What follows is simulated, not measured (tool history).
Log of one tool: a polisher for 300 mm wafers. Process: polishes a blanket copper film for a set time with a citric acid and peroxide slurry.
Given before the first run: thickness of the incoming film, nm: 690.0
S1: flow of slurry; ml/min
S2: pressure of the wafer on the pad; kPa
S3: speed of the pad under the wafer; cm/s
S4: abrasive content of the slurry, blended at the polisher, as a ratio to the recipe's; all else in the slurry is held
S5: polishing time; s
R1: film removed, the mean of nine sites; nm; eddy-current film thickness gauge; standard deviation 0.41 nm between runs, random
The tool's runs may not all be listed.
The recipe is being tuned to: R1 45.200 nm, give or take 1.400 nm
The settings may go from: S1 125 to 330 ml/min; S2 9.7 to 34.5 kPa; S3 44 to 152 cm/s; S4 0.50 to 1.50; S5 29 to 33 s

Run 1, hour 0.0: S1 210 ml/min, S2 22.1 kPa, S3 98 cm/s, S4 1.00, S5 33 s. Result: R1 86.152 nm.
Run 2, hour 7.1: S1 210 ml/min, S2 24.1 kPa, S3 98 cm/s, S4 1.00, S5 33 s. Result: R1 92.256 nm.
Run 3, hour 8.9: S1 265 ml/min, S2 24.1 kPa, S3 98 cm/s, S4 1.00, S5 33 s. Result: R1 94.463 nm.
Run 4, hour 10.5: S1 265 ml/min, S2 27.6 kPa, S3 98 cm/s, S4 1.00, S5 33 s. Result: R1 107.610 nm.
Run 5, hour 17.7: S1 265 ml/min, S2 27.6 kPa, S3 74 cm/s, S4 1.00, S5 33 s. Result: R1 89.662 nm.
Run 6, hour 26.2: S1 265 ml/min, S2 27.6 kPa, S3 74 cm/s, S4 0.85, S5 33 s. Result: R1 85.684 nm.
Run 7, hour 26.9: S1 265 ml/min, S2 25.5 kPa, S3 74 cm/s, S4 0.85, S5 33 s. Result: R1 80.172 nm.
Run 8, hour 35.7: S1 265 ml/min, S2 25.5 kPa, S3 74 cm/s, S4 0.85, S5 33 s. Result: R1 80.362 nm.
Run 9, hour 37.3: S1 265 ml/min, S2 25.5 kPa, S3 74 cm/s, S4 0.85, S5 33 s. Result: R1 79.054 nm.
Run 10, hour 46.1: S1 265 ml/min, S2 23.4 kPa, S3 74 cm/s, S4 0.85, S5 33 s. Result: R1 74.231 nm.
Run 11, hour 53.9: S1 265 ml/min, S2 21.4 kPa, S3 74 cm/s, S4 0.85, S5 33 s. Result: R1 67.929 nm.
Run 12, hour 62.4: S1 245 ml/min, S2 15.2 kPa, S3 72 cm/s, S4 0.85, S5 33 s. Result: R1 47.895 nm.

Next run, 5 choices. One meets every target within its allowed miss, the rest don't. Which?
Run A, hour 70.9: S1 250 ml/min, S2 14.5 kPa, S3 88 cm/s, S4 0.80, S5 33 s. Result: R1 ?.
Run B, hour 70.9: S1 195 ml/min, S2 13.1 kPa, S3 100 cm/s, S4 1.00, S5 29 s. Result: R1 ?.
Run C, hour 70.9: S1 310 ml/min, S2 13.8 kPa, S3 108 cm/s, S4 0.60, S5 31 s. Result: R1 ?.
Run D, hour 70.9: S1 275 ml/min, S2 15.2 kPa, S3 84 cm/s, S4 0.85, S5 31 s. Result: R1 ?.
Run E, hour 70.9: S1 255 ml/min, S2 16.5 kPa, S3 74 cm/s, S4 0.85, S5 32 s. Result: R1 ?.

move      R1
   A  51.076
   B  45.106
   C  52.042
   D  49.465
   E  50.420
A: misses by more than the last run did
B: hits every target within its allowed miss
C: misses by more than the last run did
D: misses by more than the last run did
E: misses by more than the last run did
The move that meets every target is B.
